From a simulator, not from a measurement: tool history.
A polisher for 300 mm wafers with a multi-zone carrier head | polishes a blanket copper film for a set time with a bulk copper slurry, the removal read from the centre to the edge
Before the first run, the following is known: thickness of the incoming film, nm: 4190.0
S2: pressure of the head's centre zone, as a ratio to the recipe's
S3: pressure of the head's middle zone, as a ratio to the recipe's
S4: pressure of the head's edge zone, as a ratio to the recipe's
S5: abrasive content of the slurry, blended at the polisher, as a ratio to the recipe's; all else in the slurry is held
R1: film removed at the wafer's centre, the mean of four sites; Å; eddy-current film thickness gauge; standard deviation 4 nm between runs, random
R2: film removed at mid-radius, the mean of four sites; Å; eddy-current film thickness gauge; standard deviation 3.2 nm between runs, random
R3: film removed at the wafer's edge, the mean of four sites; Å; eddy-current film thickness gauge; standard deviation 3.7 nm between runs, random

Run 1, hour 0: flow of slurry (ml/min) 145, S2 1, S3 1, S4 1, S5 1, polishing time (s) 72. Result: R1 3894.4 Å, R2 3822.1 Å, R3 3937.7 Å.
Run 2, hour 5.2: flow of slurry (ml/min) 145, S2 1, S3 1, S4 1.06, S5 1, polishing time (s) 72. Result: R1 3893.7 Å, R2 3932.6 Å, R3 3930.1 Å.
Run 3, hour 9.7: flow of slurry (ml/min) 145, S2 1.01, S3 0.99, S4 1.05, S5 0.95, polishing time (s) 70. Result: R1 3686.6 Å, R2 3599.2 Å, R3 3822.8 Å.
Run 4, hour 16.4: flow of slurry (ml/min) 145, S2 1.01, S3 0.99, S4 1.05, S5 0.95, polishing time (s) 78. Result: R1 4187.8 Å, R2 4020.5 Å, R3 4287.2 Å.
Run 5, hour 25: flow of slurry (ml/min) 145, S2 1.03, S3 1, S4 1.04, S5 0.9, polishing time (s) 75. Result: R1 4099.6 Å, R2 3874.6 Å, R3 4036.3 Å.
Run 6, hour 26.5: flow of slurry (ml/min) 145, S2 1.03, S3 0.93, S4 1.04, S5 0.9, polishing time (s) 75. Result: R1 3957.7 Å, R2 3692.3 Å, R3 4037.7 Å.
Run 7, hour 33.1: flow of slurry (ml/min) 145, S2 1.04, S3 0.94, S4 1.03, S5 0.85, polishing time (s) 73. Result: R1 3949.9 Å, R2 3597.7 Å, R3 3784.1 Å.

Expected results for the next run?
Run 8, hour 40.8: flow of slurry (ml/min) 140, S2 1.04, S3 0.93, S4 1.02, S5 0.8, polishing time (s) 73. Result: R1 ?, R2 ?, R3 ?.

{"run 8": {"R1": 3757.1, "R2": 3432.1, "R3": 3667}}
